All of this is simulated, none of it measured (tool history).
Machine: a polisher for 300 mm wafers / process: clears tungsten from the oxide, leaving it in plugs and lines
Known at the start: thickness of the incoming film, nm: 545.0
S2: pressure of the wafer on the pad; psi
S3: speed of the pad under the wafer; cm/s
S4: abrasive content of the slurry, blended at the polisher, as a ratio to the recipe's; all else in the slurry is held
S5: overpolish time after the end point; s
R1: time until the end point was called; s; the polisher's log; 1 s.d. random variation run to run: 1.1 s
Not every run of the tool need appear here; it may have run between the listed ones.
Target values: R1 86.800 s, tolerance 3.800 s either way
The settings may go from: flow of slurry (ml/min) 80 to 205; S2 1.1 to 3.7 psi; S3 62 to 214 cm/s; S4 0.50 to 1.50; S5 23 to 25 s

{"run": 1, "day": 0.0, "flow of slurry (ml/min)": 135, "S2": 2.4, "S3": 138, "S4": 1.0, "S5": 23, "R1": 106.53}
{"run": 2, "day": 0.262, "flow of slurry (ml/min)": 105, "S2": 2.4, "S3": 138, "S4": 1.0, "S5": 23, "R1": 111.35}
{"run": 3, "day": 0.433, "flow of slurry (ml/min)": 105, "S2": 2.4, "S3": 138, "S4": 0.9, "S5": 23, "R1": 117.86}
{"run": 4, "day": 0.758, "flow of slurry (ml/min)": 110, "S2": 2.5, "S3": 138, "S4": 0.9, "S5": 23, "R1": 109.06}
{"run": 5, "day": 0.975, "flow of slurry (ml/min)": 110, "S2": 2.5, "S3": 156, "S4": 0.9, "S5": 23, "R1": 96.653}
{"run": 6, "day": 1.033, "flow of slurry (ml/min)": 115, "S2": 2.5, "S3": 156, "S4": 0.9, "S5": 23, "R1": 96.706}
{"run": 7, "day": 1.221, "flow of slurry (ml/min)": 120, "S2": 2.5, "S3": 156, "S4": 0.9, "S5": 23, "R1": 95.406}
{"run": 8, "day": 1.292, "flow of slurry (ml/min)": 125, "S2": 2.5, "S3": 156, "S4": 0.9, "S5": 23, "R1": 91.528}
{"run": 9, "day": 1.35, "flow of slurry (ml/min)": 130, "S2": 2.5, "S3": 156, "S4": 0.9, "S5": 23, "R1": 91.46}
{"run": 10, "day": 1.612, "flow of slurry (ml/min)": 135, "S2": 2.5, "S3": 156, "S4": 0.9, "S5": 23, "R1": 93.485}

Next run, 4 choices. One meets every target within its allowed miss, the rest don't. Which?
{"run": "A", "day": 1.875, "flow of slurry (ml/min)": 145, "S2": 2.0, "S3": 172, "S4": 1.0, "S5": 23, "R1": "?"}
{"run": "B", "day": 1.875, "flow of slurry (ml/min)": 130, "S2": 2.7, "S3": 136, "S4": 0.85, "S5": 23, "R1": "?"}
{"run": "C", "day": 1.875, "flow of slurry (ml/min)": 165, "S2": 2.2, "S3": 182, "S4": 0.85, "S5": 23, "R1": "?"}
{"run": "D", "day": 1.875, "flow of slurry (ml/min)": 90, "S2": 2.5, "S3": 160, "S4": 0.9, "S5": 23, "R1": "?"}

move=A R1=99.556
move=B R1=98.986
move=C R1=87.010
move=D R1=98.651
A: the biggest miss grows against the last run
B: the biggest miss grows against the last run
C: in spec on every target
D: the biggest miss grows against the last run
So the answer is move C, the one that meets all the targets.
